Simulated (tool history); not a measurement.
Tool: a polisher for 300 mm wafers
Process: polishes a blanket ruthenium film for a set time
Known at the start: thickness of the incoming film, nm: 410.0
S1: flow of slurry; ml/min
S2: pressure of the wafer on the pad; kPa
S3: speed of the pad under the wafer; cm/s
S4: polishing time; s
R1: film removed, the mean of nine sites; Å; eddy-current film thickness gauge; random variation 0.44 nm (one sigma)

Run 1, hour 0.0: S1 135 ml/min, S2 9.0 kPa, S3 124 cm/s, S4 78 s. Result: R1 630.83 Å.
Run 2, hour 7.4: S1 135 ml/min, S2 9.0 kPa, S3 94 cm/s, S4 78 s. Result: R1 494.48 Å.
Run 3, hour 12.3: S1 165 ml/min, S2 9.0 kPa, S3 94 cm/s, S4 78 s. Result: R1 514.32 Å.
Run 4, hour 15.3: S1 165 ml/min, S2 9.0 kPa, S3 94 cm/s, S4 78 s. Result: R1 509.93 Å.
Run 5, hour 23.1: S1 165 ml/min, S2 8.3 kPa, S3 94 cm/s, S4 78 s. Result: R1 477.29 Å.
Run 6, hour 26.1: S1 165 ml/min, S2 7.6 kPa, S3 94 cm/s, S4 78 s. Result: R1 437.42 Å.
Run 7, hour 28.3: S1 160 ml/min, S2 6.9 kPa, S3 94 cm/s, S4 78 s. Result: R1 405.69 Å.

The next listed run, before its measurement:
Run 8, hour 33.2: S1 150 ml/min, S2 5.5 kPa, S3 94 cm/s, S4 78 s. Result: R1 ?.

R1: 343.94 Å
